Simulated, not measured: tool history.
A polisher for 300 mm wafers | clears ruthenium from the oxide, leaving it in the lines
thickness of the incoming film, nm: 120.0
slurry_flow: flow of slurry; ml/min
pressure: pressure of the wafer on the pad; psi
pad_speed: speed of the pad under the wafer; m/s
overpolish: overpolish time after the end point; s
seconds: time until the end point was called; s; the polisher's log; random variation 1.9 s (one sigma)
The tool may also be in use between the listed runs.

run	hour	slurry_flow	pressure	pad_speed	overpolish	seconds
1	0.0	255	2.7	1.20	18	63.776
2	7.9	255	2.7	1.20	18	64.566
3	9.5	280	2.7	1.20	18	61.975
4	16.5	280	2.7	1.30	18	58.953
5	23.8	275	2.5	1.22	18	66.670
6	32.7	270	2.3	1.16	18	76.748
7	36.9	265	2.2	1.12	18	84.985

Forecast run 8:
8	43.6	260	2.1	1.10	18	?

{"run 8": {"seconds": 88.457}}
